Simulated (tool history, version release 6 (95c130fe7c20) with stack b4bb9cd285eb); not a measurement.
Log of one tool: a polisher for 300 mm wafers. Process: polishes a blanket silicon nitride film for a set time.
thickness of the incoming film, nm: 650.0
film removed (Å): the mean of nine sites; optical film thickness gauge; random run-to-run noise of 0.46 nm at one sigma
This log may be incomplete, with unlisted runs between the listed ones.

run,hour,flow of slurry (ml/min),pressure of the wafer on the pad (kPa),speed of the pad under the wafer (cm/s),polishing time (s),film removed (Å)
1,0.0,140,21.4,108,32,471.87
2,6.8,135,20.7,108,32,450.73
3,10.8,130,20.0,108,32,429.81
4,14.8,150,20.0,108,32,454.27
5,19.4,140,20.0,108,32,451.03
6,20.8,130,20.0,108,32,435.81

Forecast run 7:
# hour 22.3: slurry nozzle cleaned
7,22.3,110,19.3,108,32,?

{"run 7": {"film removed (Å)": 465.63}}
